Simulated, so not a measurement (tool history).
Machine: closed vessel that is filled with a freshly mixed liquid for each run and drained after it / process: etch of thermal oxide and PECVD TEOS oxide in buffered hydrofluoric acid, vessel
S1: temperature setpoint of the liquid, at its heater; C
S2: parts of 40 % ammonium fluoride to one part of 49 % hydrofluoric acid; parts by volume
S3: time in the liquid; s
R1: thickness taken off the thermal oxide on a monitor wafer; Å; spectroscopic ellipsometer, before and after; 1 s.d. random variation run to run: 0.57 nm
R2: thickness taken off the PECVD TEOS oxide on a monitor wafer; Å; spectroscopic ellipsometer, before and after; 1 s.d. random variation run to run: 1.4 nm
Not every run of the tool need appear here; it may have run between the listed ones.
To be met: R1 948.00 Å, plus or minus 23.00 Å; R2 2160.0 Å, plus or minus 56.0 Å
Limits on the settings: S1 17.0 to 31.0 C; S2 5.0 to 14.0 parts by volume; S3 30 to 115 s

run	hour	S1	S2	S3	R1	R2
1	0.0	23.0	8.5	60	728.17	1668.8
2	2.2	20.0	8.5	60	615.91	1402.4
3	4.4	21.5	8.5	60	672.56	1519.8
4	9.2	22.5	8.5	60	705.53	1603.9
5	17.7	23.5	8.5	60	749.80	1704.8
6	19.6	25.5	8.5	60	844.92	1897.6
7	22.8	26.0	8.5	60	855.70	1964.0
8	28.0	27.5	8.0	60	975.48	2259.3
9	34.3	27.5	8.0	60	993.71	2257.2

Below are 4 possible settings for the next run. Only one of them brings all results inside the allowed miss of their targets. Which is it?
A	40.6	30.0	11.5	75	?	?
B	40.6	25.5	14.0	115	?	?
C	40.6	21.5	8.5	85	?	?
D	40.6	27.5	11.0	85	?	?

move	R1	R2
A	1018.40	2322.7
B	1013.80	2312.1
C	950.79	2168.5
D	1056.00	2408.4
A: further off than the last run
B: further off than the last run
C: all results in spec
D: further off than the last run
So the answer is move C, the one that meets all the targets.
